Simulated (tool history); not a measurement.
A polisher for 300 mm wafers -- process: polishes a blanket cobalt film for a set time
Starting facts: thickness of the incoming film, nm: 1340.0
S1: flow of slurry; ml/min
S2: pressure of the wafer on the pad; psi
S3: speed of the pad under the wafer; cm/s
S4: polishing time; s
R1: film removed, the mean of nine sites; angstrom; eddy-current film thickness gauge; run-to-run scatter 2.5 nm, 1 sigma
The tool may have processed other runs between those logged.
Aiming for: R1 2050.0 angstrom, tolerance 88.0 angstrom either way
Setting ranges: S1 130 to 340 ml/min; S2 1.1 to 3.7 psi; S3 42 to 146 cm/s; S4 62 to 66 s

{"run": 1, "day": 0.0, "S1": 220, "S2": 2.4, "S3": 94, "S4": 62, "R1": 3284.9}
{"run": 2, "day": 0.058, "S1": 195, "S2": 2.4, "S3": 94, "S4": 62, "R1": 3300.7}
{"run": 3, "day": 0.121, "S1": 195, "S2": 2.2, "S3": 94, "S4": 62, "R1": 3027.5}
{"run": 4, "day": 0.283, "S1": 195, "S2": 2.1, "S3": 94, "S4": 62, "R1": 2818.6}
{"run": 5, "day": 0.462, "S1": 230, "S2": 2.1, "S3": 94, "S4": 62, "R1": 2881.5}
{"run": 6, "day": 0.521, "S1": 230, "S2": 2.0, "S3": 94, "S4": 62, "R1": 2861.9}
{"run": 7, "day": 0.854, "S1": 230, "S2": 1.9, "S3": 94, "S4": 62, "R1": 2641.2}
{"run": 8, "day": 0.992, "S1": 230, "S2": 1.8, "S3": 94, "S4": 62, "R1": 2540.0}
{"run": 9, "day": 1.017, "S1": 230, "S2": 1.7, "S3": 94, "S4": 62, "R1": 2400.7}
{"run": 10, "day": 1.171, "S1": 230, "S2": 1.6, "S3": 94, "S4": 62, "R1": 2221.8}

Next run, 4 choices. One meets every target within its allowed miss, the rest don't. Which?
{"run": "A", "day": 1.325, "S1": 210, "S2": 1.7, "S3": 84, "S4": 66, "R1": "?"}
{"run": "B", "day": 1.325, "S1": 245, "S2": 1.7, "S3": 80, "S4": 62, "R1": "?"}
{"run": "C", "day": 1.325, "S1": 280, "S2": 1.8, "S3": 68, "S4": 62, "R1": "?"}
{"run": "D", "day": 1.325, "S1": 220, "S2": 1.6, "S3": 102, "S4": 65, "R1": "?"}

move=A R1=2282.8
move=B R1=2083.6
move=C R1=1925.0
move=D R1=2548.1
A: the biggest miss grows against the last run
B: each result inside its tolerance
C: carries the result that was furthest off beyond its target, to the other side
D: the biggest miss grows against the last run
The right move is B.

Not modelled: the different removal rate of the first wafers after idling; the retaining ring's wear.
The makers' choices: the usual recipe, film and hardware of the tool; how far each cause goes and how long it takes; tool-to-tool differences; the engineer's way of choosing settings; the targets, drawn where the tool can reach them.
